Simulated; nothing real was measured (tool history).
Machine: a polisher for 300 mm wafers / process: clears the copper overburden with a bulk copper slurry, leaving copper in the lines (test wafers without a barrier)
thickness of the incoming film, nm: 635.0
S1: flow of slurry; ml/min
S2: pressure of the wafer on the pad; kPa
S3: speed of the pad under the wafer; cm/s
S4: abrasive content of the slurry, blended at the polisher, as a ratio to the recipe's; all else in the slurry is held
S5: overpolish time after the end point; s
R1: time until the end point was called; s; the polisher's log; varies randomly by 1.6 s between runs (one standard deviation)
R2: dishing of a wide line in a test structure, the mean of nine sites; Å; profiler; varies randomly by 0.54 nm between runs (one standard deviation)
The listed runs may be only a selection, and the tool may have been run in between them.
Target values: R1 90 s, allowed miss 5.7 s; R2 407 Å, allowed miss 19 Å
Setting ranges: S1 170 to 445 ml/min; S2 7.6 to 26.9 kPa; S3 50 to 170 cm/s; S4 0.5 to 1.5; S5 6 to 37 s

run,hour,S1,S2,S3,S4,S5,R1,R2
1,0,285,17.2,110,1,19,80.817,684.27
2,8,285,14.5,110,1,19,94.288,597.91
3,9.6,285,14.5,110,0.8,19,98.411,592.12
4,11,285,14.5,122,0.8,19,93.078,613.33
5,13.3,285,18.6,122,0.8,19,72.629,747.16
6,14.5,285,17.9,124,0.8,17,74.504,679.14
7,20.6,285,17.2,126,0.8,16,77.431,645.86
8,25.3,285,16.5,128,0.8,15,80.154,596.18
9,32.4,285,16.5,128,0.8,15,78.357,601.41
10,39.4,285,15.9,130,0.8,14,81.739,552.49
11,40.6,285,15.2,132,0.8,13,84.066,521.34
# hour 44.7: head pressure recalibrated
12,44.7,285,15.2,134,0.8,12,94.578,457.25
13,52.5,285,15.2,136,0.8,12,93.077,475.49
14,57.1,285,15.2,138,0.8,11,89.915,427.46
15,64.6,285,15.2,142,0.8,11,89.976,439.76
16,65.3,285,15.2,142,0.8,11,89.746,441.19

Which single option among these 5 for the next run brings every result within its allowed miss of target? Just one does.
A,66,270,11.7,170,0.6,14,?,?
B,66,305,16.5,126,0.75,11,?,?
C,66,290,15.2,142,0.85,10,?,?
D,66,280,16.5,148,0.8,10,?,?
E,66,260,11.7,162,0.7,15,?,?

move,R1,R2
A,104.85,439.88
B,88.082,441.52
C,87.269,409.99
D,79.003,445.86
E,106.29,456.21
A: further off than the last run
B: as far off as the last run
C: all results in spec
D: further off than the last run
E: further off than the last run
Go with C: it meets all targets.

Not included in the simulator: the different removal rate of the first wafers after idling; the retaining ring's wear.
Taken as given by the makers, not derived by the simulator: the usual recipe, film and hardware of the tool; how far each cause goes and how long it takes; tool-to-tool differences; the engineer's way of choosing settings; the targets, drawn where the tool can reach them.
